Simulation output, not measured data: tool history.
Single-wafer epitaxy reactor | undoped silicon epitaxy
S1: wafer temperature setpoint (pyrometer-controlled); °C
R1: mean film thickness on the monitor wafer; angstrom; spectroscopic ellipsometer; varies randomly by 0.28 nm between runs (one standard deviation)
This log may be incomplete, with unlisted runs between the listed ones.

{"run": 1, "day": 0.0, "S1": 650, "deposition time (s)": 402, "R1": 688.54}
{"run": 2, "day": 0.121, "S1": 653, "deposition time (s)": 402, "R1": 741.36}
{"run": 3, "day": 0.246, "S1": 655, "deposition time (s)": 402, "R1": 775.55}
{"run": 4, "day": 0.388, "S1": 657, "deposition time (s)": 402, "R1": 804.76}
{"run": 5, "day": 0.692, "S1": 657, "deposition time (s)": 380, "R1": 761.58}
{"run": 6, "day": 0.921, "S1": 651, "deposition time (s)": 380, "R1": 664.89}
{"run": 7, "day": 1.05, "S1": 655, "deposition time (s)": 380, "R1": 725.52}

Predict the results of run 8:
{"run": 8, "day": 1.171, "S1": 657, "deposition time (s)": 380, "R1": "?"}

{"run 8": {"R1": 759.5}}
